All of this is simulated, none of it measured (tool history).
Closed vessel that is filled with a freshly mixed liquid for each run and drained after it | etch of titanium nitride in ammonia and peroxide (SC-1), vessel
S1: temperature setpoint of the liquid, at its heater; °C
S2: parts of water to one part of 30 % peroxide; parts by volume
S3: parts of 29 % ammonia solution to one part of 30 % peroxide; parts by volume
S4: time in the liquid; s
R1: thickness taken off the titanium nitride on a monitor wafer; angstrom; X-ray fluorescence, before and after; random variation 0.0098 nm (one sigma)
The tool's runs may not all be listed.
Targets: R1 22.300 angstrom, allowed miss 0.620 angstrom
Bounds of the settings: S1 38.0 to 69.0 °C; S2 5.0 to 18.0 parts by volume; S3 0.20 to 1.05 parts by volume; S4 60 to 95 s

{"run": 1, "hour": 0.0, "S1": 53.0, "S2": 10.0, "S3": 0.55, "S4": 95, "R1": 59.137}
{"run": 2, "hour": 7.9, "S1": 51.0, "S2": 10.0, "S3": 0.55, "S4": 95, "R1": 52.153}
{"run": 3, "hour": 12.1, "S1": 51.0, "S2": 10.0, "S3": 0.55, "S4": 95, "R1": 51.981}
{"run": 4, "hour": 14.8, "S1": 51.0, "S2": 8.5, "S3": 0.55, "S4": 95, "R1": 55.975}
{"run": 5, "hour": 17.3, "S1": 51.0, "S2": 11.0, "S3": 0.55, "S4": 95, "R1": 49.346}
{"run": 6, "hour": 19.6, "S1": 51.0, "S2": 12.5, "S3": 0.55, "S4": 95, "R1": 45.963}
{"run": 7, "hour": 22.9, "S1": 43.0, "S2": 12.5, "S3": 0.55, "S4": 95, "R1": 25.819}
{"run": 8, "hour": 31.4, "S1": 42.5, "S2": 12.5, "S3": 0.55, "S4": 95, "R1": 25.169}
{"run": 9, "hour": 34.6, "S1": 41.5, "S2": 12.5, "S3": 0.55, "S4": 95, "R1": 23.152}

Which of these 5 next moves meets every target?
{"run": "A", "hour": 37.8, "S1": 43.5, "S2": 13.5, "S3": 0.35, "S4": 95, "R1": "?"}
{"run": "B", "hour": 37.8, "S1": 44.5, "S2": 15.5, "S3": 0.35, "S4": 95, "R1": "?"}
{"run": "C", "hour": 37.8, "S1": 41.5, "S2": 12.5, "S3": 0.6, "S4": 95, "R1": "?"}
{"run": "D", "hour": 37.8, "S1": 43.0, "S2": 11.5, "S3": 0.25, "S4": 95, "R1": "?"}
{"run": "E", "hour": 37.8, "S1": 40.0, "S2": 12.5, "S3": 0.75, "S4": 95, "R1": "?"}

move=A R1=23.918
move=B R1=23.835
move=C R1=23.747
move=D R1=23.629
move=E R1=22.087
A: further off than the last run
B: further off than the last run
C: further off than the last run
D: further off than the last run
E: meets every target
Move E is the one to make.
